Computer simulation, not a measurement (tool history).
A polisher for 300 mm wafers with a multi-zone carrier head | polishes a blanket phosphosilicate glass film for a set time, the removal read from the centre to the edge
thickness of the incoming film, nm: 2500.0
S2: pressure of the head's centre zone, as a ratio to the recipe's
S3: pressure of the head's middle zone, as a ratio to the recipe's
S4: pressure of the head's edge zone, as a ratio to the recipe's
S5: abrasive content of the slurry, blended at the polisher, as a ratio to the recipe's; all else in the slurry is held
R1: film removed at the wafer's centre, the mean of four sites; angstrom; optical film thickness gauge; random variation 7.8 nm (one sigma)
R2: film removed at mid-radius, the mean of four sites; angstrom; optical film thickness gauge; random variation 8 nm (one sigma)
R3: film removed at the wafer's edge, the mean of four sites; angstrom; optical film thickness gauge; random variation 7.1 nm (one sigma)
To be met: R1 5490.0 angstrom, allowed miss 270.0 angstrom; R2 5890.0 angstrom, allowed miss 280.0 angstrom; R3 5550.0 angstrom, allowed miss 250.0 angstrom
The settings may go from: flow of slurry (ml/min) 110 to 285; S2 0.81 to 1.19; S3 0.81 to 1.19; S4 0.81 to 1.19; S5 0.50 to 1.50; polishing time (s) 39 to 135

{"run": 1, "hour": 0.0, "flow of slurry (ml/min)": 180, "S2": 1.0, "S3": 1.0, "S4": 1.0, "S5": 1.0, "polishing time (s)": 87, "R1": 9254.8, "R2": 9272.2, "R3": 9209.4}
{"run": 2, "hour": 7.4, "flow of slurry (ml/min)": 180, "S2": 1.0, "S3": 1.0, "S4": 0.95, "S5": 1.0, "polishing time (s)": 87, "R1": 9235.6, "R2": 8960.9, "R3": 9149.8}
{"run": 3, "hour": 13.9, "flow of slurry (ml/min)": 180, "S2": 1.0, "S3": 1.0, "S4": 0.89, "S5": 1.0, "polishing time (s)": 87, "R1": 9116.2, "R2": 9244.5, "R3": 8823.5}
{"run": 4, "hour": 20.3, "flow of slurry (ml/min)": 210, "S2": 1.0, "S3": 1.0, "S4": 0.89, "S5": 1.0, "polishing time (s)": 87, "R1": 9404.1, "R2": 9319.1, "R3": 8941.3}
{"run": 5, "hour": 25.6, "flow of slurry (ml/min)": 210, "S2": 0.98, "S3": 1.0, "S4": 0.88, "S5": 0.85, "polishing time (s)": 81, "R1": 7678.6, "R2": 7962.1, "R3": 7602.4}
{"run": 6, "hour": 28.6, "flow of slurry (ml/min)": 210, "S2": 0.98, "S3": 1.0, "S4": 0.87, "S5": 0.75, "polishing time (s)": 78, "R1": 6875.3, "R2": 6914.3, "R3": 6579.5}
{"run": 7, "hour": 34.8, "flow of slurry (ml/min)": 205, "S2": 0.96, "S3": 1.0, "S4": 0.86, "S5": 0.7, "polishing time (s)": 78, "R1": 6289.0, "R2": 6471.1, "R3": 6203.8}
{"run": 8, "hour": 40.3, "flow of slurry (ml/min)": 190, "S2": 0.95, "S3": 1.0, "S4": 0.85, "S5": 0.7, "polishing time (s)": 78, "R1": 6200.6, "R2": 6264.3, "R3": 6092.8}
{"run": 9, "hour": 44.5, "flow of slurry (ml/min)": 180, "S2": 0.94, "S3": 1.01, "S4": 0.84, "S5": 0.7, "polishing time (s)": 78, "R1": 6087.7, "R2": 6473.8, "R3": 6144.2}

4 next moves are on the table. One of them brings every result within its allowed miss. Which?
{"run": "A", "hour": 48.7, "flow of slurry (ml/min)": 175, "S2": 0.94, "S3": 1.0, "S4": 0.82, "S5": 0.6, "polishing time (s)": 83, "R1": "?", "R2": "?", "R3": "?"}
{"run": "B", "hour": 48.7, "flow of slurry (ml/min)": 125, "S2": 0.84, "S3": 0.9, "S4": 0.87, "S5": 0.8, "polishing time (s)": 65, "R1": "?", "R2": "?", "R3": "?"}
{"run": "C", "hour": 48.7, "flow of slurry (ml/min)": 110, "S2": 0.81, "S3": 0.98, "S4": 0.99, "S5": 0.8, "polishing time (s)": 70, "R1": "?", "R2": "?", "R3": "?"}
{"run": "D", "hour": 48.7, "flow of slurry (ml/min)": 110, "S2": 0.85, "S3": 0.87, "S4": 1.11, "S5": 0.7, "polishing time (s)": 76, "R1": "?", "R2": "?", "R3": "?"}

move=A R1=5581.5 R2=6002.0 R3=5588.9
move=B R1=4742.2 R2=5259.7 R3=5514.1
move=C R1=4847.1 R2=5996.4 R3=6142.2
move=D R1=4989.6 R2=5326.4 R3=6300.7
A: meets every target
B: brings the result that was furthest off to its target, and leaves another outside
C: as far off as the last run
D: further off than the last run
Move A is the one to make.

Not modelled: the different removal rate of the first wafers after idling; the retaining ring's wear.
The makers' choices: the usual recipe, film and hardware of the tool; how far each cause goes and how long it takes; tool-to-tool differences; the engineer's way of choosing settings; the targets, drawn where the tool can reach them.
